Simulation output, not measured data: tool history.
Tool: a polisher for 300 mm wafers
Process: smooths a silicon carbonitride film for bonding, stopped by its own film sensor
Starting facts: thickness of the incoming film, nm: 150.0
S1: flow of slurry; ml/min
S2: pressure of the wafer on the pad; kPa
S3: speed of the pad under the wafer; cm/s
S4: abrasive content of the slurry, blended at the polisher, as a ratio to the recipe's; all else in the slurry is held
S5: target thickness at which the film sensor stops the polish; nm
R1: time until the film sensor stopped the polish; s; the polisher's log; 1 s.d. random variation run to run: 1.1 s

run	hour	S1	S2	S3	S4	S5	R1
1	0.0	285	11.7	96	1.00	124	145.62
2	3.7	285	12.4	96	1.00	124	139.42
3	6.8	285	13.1	96	1.00	124	134.07
4	8.7	285	13.1	74	1.00	124	157.11
5	17.1	285	13.1	56	1.00	124	184.33
6	22.9	285	13.8	58	1.00	124	175.86

What will run 7 give?
7	24.8	290	17.2	86	1.05	124	?

R1: 111.47 s
